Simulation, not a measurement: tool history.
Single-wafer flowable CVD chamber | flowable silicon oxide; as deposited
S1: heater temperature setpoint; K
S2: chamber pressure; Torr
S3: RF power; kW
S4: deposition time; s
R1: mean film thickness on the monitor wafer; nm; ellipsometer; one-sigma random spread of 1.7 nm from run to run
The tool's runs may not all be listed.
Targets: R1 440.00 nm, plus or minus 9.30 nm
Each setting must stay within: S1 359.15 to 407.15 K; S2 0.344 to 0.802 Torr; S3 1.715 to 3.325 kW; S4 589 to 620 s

Run 1, hour 0.0: S1 383.15 K, S2 0.573 Torr, S3 2.520 kW, S4 620 s. Result: R1 180.13 nm.
Run 2, hour 8.9: S1 377.15 K, S2 0.587 Torr, S3 2.525 kW, S4 620 s. Result: R1 223.07 nm.
Run 3, hour 17.4: S1 372.15 K, S2 0.602 Torr, S3 2.530 kW, S4 620 s. Result: R1 271.52 nm.
Run 4, hour 24.7: S1 372.15 K, S2 0.602 Torr, S3 2.385 kW, S4 620 s. Result: R1 269.34 nm.
Run 5, hour 25.4: S1 372.15 K, S2 0.602 Torr, S3 2.685 kW, S4 620 s. Result: R1 274.04 nm.
Run 6, hour 33.5: S1 369.15 K, S2 0.610 Torr, S3 2.685 kW, S4 620 s. Result: R1 309.59 nm.
Run 7, hour 40.7: S1 366.15 K, S2 0.614 Torr, S3 2.685 kW, S4 620 s. Result: R1 341.95 nm.
Run 8, hour 49.4: S1 364.15 K, S2 0.618 Torr, S3 2.685 kW, S4 620 s. Result: R1 369.16 nm.
Run 9, hour 56.9: S1 363.15 K, S2 0.620 Torr, S3 2.685 kW, S4 620 s. Result: R1 380.73 nm.
Run 10, hour 64.5: S1 362.15 K, S2 0.622 Torr, S3 2.685 kW, S4 620 s. Result: R1 396.32 nm.
Run 11, hour 65.3: S1 361.15 K, S2 0.623 Torr, S3 2.685 kW, S4 620 s. Result: R1 410.52 nm.
Run 12, hour 70.3: S1 360.15 K, S2 0.624 Torr, S3 2.685 kW, S4 620 s. Result: R1 428.06 nm.

Below are 5 possible settings for the next run. Only one of them brings all results inside the allowed miss of their targets. Which is it?
Run A, hour 75.3: S1 364.15 K, S2 0.715 Torr, S3 2.385 kW, S4 620 s. Result: R1 ?.
Run B, hour 75.3: S1 360.15 K, S2 0.630 Torr, S3 2.870 kW, S4 589 s. Result: R1 ?.
Run C, hour 75.3: S1 359.15 K, S2 0.633 Torr, S3 2.490 kW, S4 589 s. Result: R1 ?.
Run D, hour 75.3: S1 359.15 K, S2 0.635 Torr, S3 2.615 kW, S4 608 s. Result: R1 ?.
Run E, hour 75.3: S1 359.15 K, S2 0.630 Torr, S3 2.480 kW, S4 593 s. Result: R1 ?.

move      R1
   A  417.49
   B  410.76
   C  418.02
   D  436.06
   E  418.59
A: misses by more than the last run did
B: misses by more than the last run did
C: misses by more than the last run did
D: hits every target within its allowed miss
E: misses by more than the last run did
Answer: D

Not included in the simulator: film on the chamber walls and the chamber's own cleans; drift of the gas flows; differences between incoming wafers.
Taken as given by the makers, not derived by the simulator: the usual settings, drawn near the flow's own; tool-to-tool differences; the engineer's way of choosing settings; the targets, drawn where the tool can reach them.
